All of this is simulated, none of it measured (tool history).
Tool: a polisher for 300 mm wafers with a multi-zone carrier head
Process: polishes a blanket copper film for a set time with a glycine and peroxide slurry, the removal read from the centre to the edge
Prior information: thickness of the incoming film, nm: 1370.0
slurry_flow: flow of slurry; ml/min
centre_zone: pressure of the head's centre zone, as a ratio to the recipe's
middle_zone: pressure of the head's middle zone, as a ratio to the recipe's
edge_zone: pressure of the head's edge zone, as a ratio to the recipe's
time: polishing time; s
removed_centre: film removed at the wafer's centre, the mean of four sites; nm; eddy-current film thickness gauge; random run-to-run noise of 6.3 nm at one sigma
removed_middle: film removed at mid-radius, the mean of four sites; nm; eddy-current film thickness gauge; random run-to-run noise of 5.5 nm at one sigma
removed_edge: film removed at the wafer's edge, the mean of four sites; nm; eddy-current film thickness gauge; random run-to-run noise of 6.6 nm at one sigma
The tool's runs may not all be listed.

run	day	slurry_flow	centre_zone	middle_zone	edge_zone	time	removed_centre	removed_middle	removed_edge
1	0	160	1	1	1	77	411.8	411.84	438.86
2	0.375	175	1.05	1.02	1	78	441.29	420.95	457.33
3	0.512	185	1.09	1.06	0.96	79	480.15	442.4	445.65
4	0.638	195	1.1	1.07	0.97	80	490.95	454.98	447.2
5	0.929	195	1.1	1.07	0.97	98	593.45	560.62	548.39
6	0.979	195	1.1	1.07	0.97	110	662.57	634.06	623.08
7	1.029	190	1.1	1.05	0.94	103	629.91	590.69	564.92

What does the tool deliver on the next run?
8	1.238	190	1.1	1.05	0.94	103	?	?	?

{"run 8": {"removed_centre": 620.67, "removed_middle": 587.9, "removed_edge": 582.63}}

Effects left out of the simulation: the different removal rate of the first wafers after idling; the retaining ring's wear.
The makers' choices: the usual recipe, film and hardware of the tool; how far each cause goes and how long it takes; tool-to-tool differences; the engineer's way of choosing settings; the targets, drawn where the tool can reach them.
